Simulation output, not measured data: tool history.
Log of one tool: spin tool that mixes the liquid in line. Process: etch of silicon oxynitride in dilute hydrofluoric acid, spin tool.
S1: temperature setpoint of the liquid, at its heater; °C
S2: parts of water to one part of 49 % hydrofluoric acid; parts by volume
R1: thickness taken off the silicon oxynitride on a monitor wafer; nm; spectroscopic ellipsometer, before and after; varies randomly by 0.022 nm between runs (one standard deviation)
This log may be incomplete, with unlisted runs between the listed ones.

{"run": 1, "day": 0.0, "S1": 21.0, "S2": 50, "time under the liquid (s)": 305, "R1": 8.7399}
{"run": 2, "day": 0.367, "S1": 20.5, "S2": 50, "time under the liquid (s)": 305, "R1": 8.4253}
{"run": 3, "day": 0.438, "S1": 20.5, "S2": 40, "time under the liquid (s)": 305, "R1": 10.565}
{"run": 4, "day": 0.479, "S1": 18.0, "S2": 40, "time under the liquid (s)": 305, "R1": 9.3653}
{"run": 5, "day": 0.742, "S1": 18.0, "S2": 45, "time under the liquid (s)": 305, "R1": 8.3693}
{"run": 6, "day": 0.8, "S1": 18.0, "S2": 45, "time under the liquid (s)": 330, "R1": 9.1053}
{"run": 7, "day": 1.079, "S1": 18.0, "S2": 50, "time under the liquid (s)": 330, "R1": 8.1163}
{"run": 8, "day": 1.4, "S1": 18.0, "S2": 50, "time under the liquid (s)": 330, "R1": 8.1345}
{"run": 9, "day": 1.433, "S1": 17.5, "S2": 65, "time under the liquid (s)": 330, "R1": 5.9761}
{"run": 10, "day": 1.538, "S1": 17.0, "S2": 75, "time under the liquid (s)": 330, "R1": 5.0785}

Run 11 is up next; what results do you expect?
{"run": 11, "day": 1.9, "S1": 17.0, "S2": 80, "time under the liquid (s)": 330, "R1": "?"}

Logged for run 11: R1 4.7325 nm.
